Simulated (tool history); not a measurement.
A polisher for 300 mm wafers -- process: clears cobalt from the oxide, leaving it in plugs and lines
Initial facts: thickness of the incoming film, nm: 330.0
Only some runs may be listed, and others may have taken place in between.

run	day	flow of slurry (ml/min)	pressure of the wafer on the pad (kPa)	speed of the pad under the wafer (cm/s)	overpolish time after the end point (s)	time until the end point was called (s)	dishing of a wide line in a test structure (angstrom)
1	0.000	180	9.7	118	19	90.005	356.16
2	0.200	185	10.3	118	16	84.602	353.52
3	0.417	185	9.0	118	16	95.823	321.79
4	0.646	160	9.0	118	16	98.561	311.26
5	0.888	160	10.3	120	13	83.803	303.99
6	1.025	175	11.0	120	12	78.096	300.03
7	1.121	185	11.7	120	12	74.156	309.22

Run 8 has not been measured yet. What should we expect?
8	1.262	185	12.4	120	12	?	?

time until the end point was called (s): 70.133
dishing of a wide line in a test structure (angstrom): 316.23
